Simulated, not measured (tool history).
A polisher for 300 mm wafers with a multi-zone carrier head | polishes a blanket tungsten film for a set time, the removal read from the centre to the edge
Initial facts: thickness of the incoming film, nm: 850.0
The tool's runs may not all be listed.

run  hour  flow of slurry (ml/min)  pressure of the head's centre zone  pressure of the head's middle zone  pressure of the head's edge zone  abrasive content of the slurry  polishing time (s)  film removed at the wafer's centre (Å)  film removed at mid-radius (Å)  film removed at the wafer's edge (Å)
  1   0.0                      170                                1.00                                1.00                              1.00                            1.00                  45                                  2508.7                          2527.6                                2465.2
  2   4.1                      170                                1.00                                1.05                              1.00                            1.00                  45                                  2490.2                          2620.9                                2439.6
  3   9.3                      170                                1.00                                1.05                              1.00                            1.00                  37                                  2062.5                          2142.9                                1999.9
  4  15.6                      170                                1.00                                1.05                              1.03                            1.00                  37                                  2105.2                          2151.6                                2059.3
  5  21.1                      180                                0.97                                1.05                              1.07                            1.10                  38                                  2063.2                          2277.5                                2211.8
  6  22.7                      190                                0.97                                1.04                              1.10                            1.20                  39                                  2231.3                          2403.4                                2319.5
  7  31.4                      190                                0.95                                1.02                              1.12                            1.25                  40                                  2231.1                          2457.4                                2448.2
  8  35.1                      195                                0.94                                1.01                              1.14                            1.30                  41                                  2292.2                          2508.2                                2579.0
  9  40.1                      200                                0.93                                1.00                              1.15                            1.35                  41                                  2327.3                          2518.5                                2615.3

Run 10 comes next. What will it give?
 10  43.9                      205                                0.92                                1.00                              1.16                            1.40                  41                                       ?                               ?                                     ?

{"run 10": {"film removed at the wafer's centre (Å)": 2360.9, "film removed at mid-radius (Å)": 2574.4, "film removed at the wafer's edge (Å)": 2665.4}}

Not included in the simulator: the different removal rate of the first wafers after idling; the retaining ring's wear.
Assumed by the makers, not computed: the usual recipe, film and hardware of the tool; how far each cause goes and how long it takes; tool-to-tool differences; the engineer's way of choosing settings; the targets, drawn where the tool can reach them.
